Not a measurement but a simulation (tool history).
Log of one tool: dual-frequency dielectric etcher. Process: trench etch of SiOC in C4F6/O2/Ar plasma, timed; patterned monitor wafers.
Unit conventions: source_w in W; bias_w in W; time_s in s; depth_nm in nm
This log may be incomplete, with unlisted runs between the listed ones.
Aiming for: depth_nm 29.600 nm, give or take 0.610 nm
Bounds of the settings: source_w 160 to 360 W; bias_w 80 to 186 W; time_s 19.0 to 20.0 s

Run 1, day 0.000: source_w 260 W, bias_w 133 W, time_s 19.0 s. Result: depth_nm 33.272 nm.
Run 2, day 0.362: source_w 250 W, bias_w 132 W, time_s 19.0 s. Result: depth_nm 33.055 nm.
Run 3, day 0.475: source_w 250 W, bias_w 132 W, time_s 19.0 s. Result: depth_nm 32.978 nm.
Run 4, day 0.712: source_w 240 W, bias_w 130 W, time_s 19.0 s. Result: depth_nm 32.152 nm.
Run 5, day 0.946: source_w 260 W, bias_w 130 W, time_s 19.0 s. Result: depth_nm 33.018 nm.
Run 6, day 1.162: source_w 260 W, bias_w 130 W, time_s 20.0 s. Result: depth_nm 35.252 nm.
Run 7, day 1.354: source_w 250 W, bias_w 127 W, time_s 20.0 s. Result: depth_nm 34.125 nm.
Run 8, day 1.688: source_w 240 W, bias_w 126 W, time_s 20.0 s. Result: depth_nm 33.767 nm.
Run 9, day 1.975: source_w 230 W, bias_w 124 W, time_s 20.0 s. Result: depth_nm 32.713 nm.
Run 10, day 2.254: source_w 220 W, bias_w 123 W, time_s 20.0 s. Result: depth_nm 32.323 nm.
Run 11, day 2.400: source_w 210 W, bias_w 122 W, time_s 20.0 s. Result: depth_nm 31.133 nm.
Run 12, day 2.692: source_w 200 W, bias_w 121 W, time_s 20.0 s. Result: depth_nm 30.274 nm.

Of the 5 settings listed for the next run, only one would bring every result within its allowed miss of target. Which one?
Run A, day 2.983: source_w 200 W, bias_w 127 W, time_s 19.0 s. Result: depth_nm ?.
Run B, day 2.983: source_w 200 W, bias_w 114 W, time_s 19.0 s. Result: depth_nm ?.
Run C, day 2.983: source_w 190 W, bias_w 147 W, time_s 19.5 s. Result: depth_nm ?.
Run D, day 2.983: source_w 190 W, bias_w 108 W, time_s 19.5 s. Result: depth_nm ?.
Run E, day 2.983: source_w 250 W, bias_w 95 W, time_s 20.0 s. Result: depth_nm ?.

move  depth_nm
   A    29.427
   B    28.426
   C    30.959
   D    28.011
   E    31.312
A: all results land within tolerance of their targets
B: carries the result that was furthest off beyond its target, to the other side
C: further off than the last run
D: carries the result that was furthest off beyond its target, to the other side
E: further off than the last run
Go with A: it meets all targets.

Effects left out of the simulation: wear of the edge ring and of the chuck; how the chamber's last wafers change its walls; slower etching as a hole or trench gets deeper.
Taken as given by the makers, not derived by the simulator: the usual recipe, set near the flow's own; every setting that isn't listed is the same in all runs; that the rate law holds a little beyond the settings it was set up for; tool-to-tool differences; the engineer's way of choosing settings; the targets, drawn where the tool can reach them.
